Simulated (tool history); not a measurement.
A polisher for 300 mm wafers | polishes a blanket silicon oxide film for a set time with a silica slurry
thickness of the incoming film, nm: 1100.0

run	day	flow of slurry (ml/min)	pressure of the wafer on the pad (kPa)	speed of the pad under the wafer (m/s)	abrasive content of the slurry	polishing time (s)	film removed (Å)
1	0.000	285	22.1	1.18	1.0	79	1747.5
2	0.229	220	22.1	1.18	1.0	79	1711.2
3	0.504	220	22.1	1.00	1.0	79	1489.9
4	0.671	225	24.1	1.02	1.0	79	1677.8
5	0.838	230	25.5	1.04	1.0	79	1773.1
6	1.025	230	26.9	1.06	1.0	79	1911.3
7	1.183	230	28.3	1.08	1.0	79	2047.2
8	1.521	230	29.0	1.10	1.0	79	2131.7
9	1.862	245	34.5	1.22	1.0	79	2749.2

Run 10 comes next. What will it give?
10	1.958	245	34.5	1.24	1.0	79	?

{"run 10": {"film removed (Å)": 2785.5}}
